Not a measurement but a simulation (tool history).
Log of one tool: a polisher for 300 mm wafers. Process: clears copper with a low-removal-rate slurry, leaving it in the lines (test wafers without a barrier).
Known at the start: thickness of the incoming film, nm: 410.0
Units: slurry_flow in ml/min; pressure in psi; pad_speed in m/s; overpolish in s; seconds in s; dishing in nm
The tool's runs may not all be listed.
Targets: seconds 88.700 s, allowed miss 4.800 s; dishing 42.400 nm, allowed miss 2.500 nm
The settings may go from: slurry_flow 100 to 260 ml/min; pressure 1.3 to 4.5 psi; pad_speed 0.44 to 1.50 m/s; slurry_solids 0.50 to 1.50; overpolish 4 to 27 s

| run | hour | slurry_flow | pressure | pad_speed | slurry_solids | overpolish | seconds | dishing |
|---|---|---|---|---|---|---|---|---|
| 1 | 0.0 | 165 | 2.9 | 0.96 | 1.00 | 14 | 175.850 | 22.749 |
| 2 | 5.5 | 165 | 2.9 | 0.96 | 1.00 | 9 | 168.860 | 15.299 |
| 3 | 8.6 | 180 | 2.9 | 0.96 | 1.00 | 9 | 169.070 | 15.530 |
| 4 | 14.5 | 180 | 3.3 | 1.02 | 1.00 | 11 | 138.150 | 21.901 |
| 5 | 19.3 | 160 | 3.3 | 1.02 | 1.00 | 11 | 146.670 | 22.002 |
| 6 | 24.8 | 160 | 4.0 | 1.02 | 1.00 | 11 | 116.960 | 26.241 |
| 7 | 25.5 | 160 | 4.1 | 1.06 | 1.00 | 12 | 108.970 | 29.082 |
| 8 | 33.0 | 165 | 4.5 | 1.14 | 1.00 | 16 | 94.371 | 42.853 |

4 next moves are on the table. One of them brings every result within its allowed miss. Which?
| A | 40.5 | 185 | 3.8 | 1.24 | 1.15 | 19 | ? | ? |
| B | 40.5 | 110 | 4.2 | 1.26 | 1.05 | 18 | ? | ? |
| C | 40.5 | 150 | 4.4 | 1.10 | 1.15 | 17 | ? | ? |
| D | 40.5 | 165 | 4.3 | 1.28 | 1.00 | 15 | ? | ? |

| move | seconds | dishing |
|---|---|---|
| A | 95.489 | 47.244 |
| B | 97.125 | 45.082 |
| C | 96.375 | 43.520 |
| D | 86.578 | 42.861 |
A: further off than the last run
B: further off than the last run
C: further off than the last run
D: meets every target
Answer: D
